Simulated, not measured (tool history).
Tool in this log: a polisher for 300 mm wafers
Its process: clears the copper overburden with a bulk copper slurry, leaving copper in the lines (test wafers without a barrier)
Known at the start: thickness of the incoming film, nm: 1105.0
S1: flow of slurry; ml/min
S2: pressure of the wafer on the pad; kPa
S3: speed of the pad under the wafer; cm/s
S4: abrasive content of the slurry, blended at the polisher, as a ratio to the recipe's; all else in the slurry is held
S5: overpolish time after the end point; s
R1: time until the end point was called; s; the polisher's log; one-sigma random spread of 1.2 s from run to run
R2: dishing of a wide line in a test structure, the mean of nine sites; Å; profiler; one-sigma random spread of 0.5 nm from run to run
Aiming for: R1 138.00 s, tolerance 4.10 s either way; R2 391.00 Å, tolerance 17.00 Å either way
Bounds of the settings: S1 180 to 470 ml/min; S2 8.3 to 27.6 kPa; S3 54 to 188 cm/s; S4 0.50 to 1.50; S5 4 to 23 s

run,hour,S1,S2,S3,S4,S5,R1,R2
1,0.0,300,17.9,120,1.00,12,132.32,585.88
2,4.5,300,17.9,120,1.00,10,131.83,527.89
3,7.4,300,17.9,120,1.00,9,131.61,500.17
4,14.0,300,17.9,120,1.00,8,131.94,453.71
5,21.2,255,17.9,120,1.00,8,133.82,443.91
6,25.7,245,17.9,120,1.00,8,134.31,448.86
7,28.6,250,17.2,120,1.00,5,138.98,302.05
8,35.3,260,17.2,118,1.00,6,138.69,343.42
9,36.4,265,17.2,118,1.00,6,140.04,345.68
10,41.8,270,17.2,118,1.00,6,139.05,351.03
11,50.4,280,17.2,118,1.00,6,138.05,348.80
12,59.4,285,17.2,118,1.00,6,138.28,357.46
13,65.5,295,17.2,118,1.00,6,137.09,351.93

Of the 5 settings listed for the next run, only one would bring every result within its allowed miss of target. Which one?
A,71.6,285,24.1,74,1.05,5,?,?
B,71.6,310,17.9,110,1.00,7,?,?
C,71.6,275,19.3,104,0.95,6,?,?
D,71.6,295,16.5,120,1.05,5,?,?
E,71.6,355,17.9,114,0.85,5,?,?

move,R1,R2
A,134.63,311.85
B,137.58,395.61
C,135.98,355.40
D,138.68,298.89
E,136.99,303.20
A: its largest miss is bigger than the last run's
B: meets every target
C: gains on the last run, yet a result remains outside its allowed miss
D: its largest miss is bigger than the last run's
E: its largest miss is bigger than the last run's
So the answer is move B, the one that meets all the targets.

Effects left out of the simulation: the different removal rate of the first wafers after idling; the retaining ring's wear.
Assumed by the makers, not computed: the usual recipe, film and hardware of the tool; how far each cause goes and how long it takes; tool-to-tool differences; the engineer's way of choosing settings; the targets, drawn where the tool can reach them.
